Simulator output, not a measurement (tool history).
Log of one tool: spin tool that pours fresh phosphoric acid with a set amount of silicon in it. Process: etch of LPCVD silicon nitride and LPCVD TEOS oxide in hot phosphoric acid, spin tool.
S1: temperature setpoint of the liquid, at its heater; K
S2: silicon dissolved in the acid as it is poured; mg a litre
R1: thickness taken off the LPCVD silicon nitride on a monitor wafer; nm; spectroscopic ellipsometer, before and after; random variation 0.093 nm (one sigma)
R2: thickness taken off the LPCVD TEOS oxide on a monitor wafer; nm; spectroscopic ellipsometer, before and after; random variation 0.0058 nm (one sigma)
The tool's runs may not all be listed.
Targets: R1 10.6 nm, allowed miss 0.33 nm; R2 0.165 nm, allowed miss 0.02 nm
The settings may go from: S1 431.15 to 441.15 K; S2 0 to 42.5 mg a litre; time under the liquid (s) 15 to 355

Run 1, day 0: S1 436.15 K, S2 18.5 mg a litre, time under the liquid (s) 180. Result: R1 18.2 nm, R2 0.60027 nm.
Run 2, day 0.221: S1 435.15 K, S2 24.5 mg a litre, time under the liquid (s) 160. Result: R1 15.81 nm, R2 0.40262 nm.
Run 3, day 0.254: S1 435.15 K, S2 24.5 mg a litre, time under the liquid (s) 230. Result: R1 22.451 nm, R2 0.55902 nm.
Run 4, day 0.442: S1 435.15 K, S2 24.5 mg a litre, time under the liquid (s) 170. Result: R1 16.741 nm, R2 0.42808 nm.
Run 5, day 0.662: S1 434.65 K, S2 27.5 mg a litre, time under the liquid (s) 150. Result: R1 14.621 nm, R2 0.32343 nm.
Run 6, day 0.95: S1 434.15 K, S2 29 mg a litre, time under the liquid (s) 140. Result: R1 13.428 nm, R2 0.27767 nm.
Run 7, day 1.15: S1 433.65 K, S2 30 mg a litre, time under the liquid (s) 135. Result: R1 12.674 nm, R2 0.26615 nm.
Run 8, day 1.262: S1 433.15 K, S2 32.5 mg a litre, time under the liquid (s) 130. Result: R1 11.928 nm, R2 0.22228 nm.
Run 9, day 1.292: S1 432.65 K, S2 33.5 mg a litre, time under the liquid (s) 130. Result: R1 11.652 nm, R2 0.20696 nm.
Run 10, day 1.317: S1 432.15 K, S2 34.5 mg a litre, time under the liquid (s) 130. Result: R1 11.529 nm, R2 0.19212 nm.
Run 11, day 1.404: S1 432.15 K, S2 35 mg a litre, time under the liquid (s) 125. Result: R1 11.173 nm, R2 0.15565 nm.
Run 12, day 1.771: S1 432.15 K, S2 34 mg a litre, time under the liquid (s) 125. Result: R1 11.154 nm, R2 0.17605 nm.
Run 13, day 1.808: S1 432.15 K, S2 33.5 mg a litre, time under the liquid (s) 125. Result: R1 11.245 nm, R2 0.18374 nm.

Which of these 5 next moves meets every target?
Run A, day 1.846: S1 434.65 K, S2 30.5 mg a litre, time under the liquid (s) 110. Result: R1 ?, R2 ?.
Run B, day 1.846: S1 433.15 K, S2 42.5 mg a litre, time under the liquid (s) 125. Result: R1 ?, R2 ?.
Run C, day 1.846: S1 432.15 K, S2 42.5 mg a litre, time under the liquid (s) 130. Result: R1 ?, R2 ?.
Run D, day 1.846: S1 433.15 K, S2 36 mg a litre, time under the liquid (s) 115. Result: R1 ?, R2 ?.
Run E, day 1.846: S1 432.65 K, S2 30 mg a litre, time under the liquid (s) 140. Result: R1 ?, R2 ?.

move      R1       R2
   A  10.465  0.21402
   B   11.31  0.11107
   C  11.373  0.10725
   D  10.405  0.15532
   E  12.456  0.23974
A: brings the result that was furthest off to its target, and leaves another outside
B: further off than the last run
C: further off than the last run
D: meets every target
E: further off than the last run
Answer: D
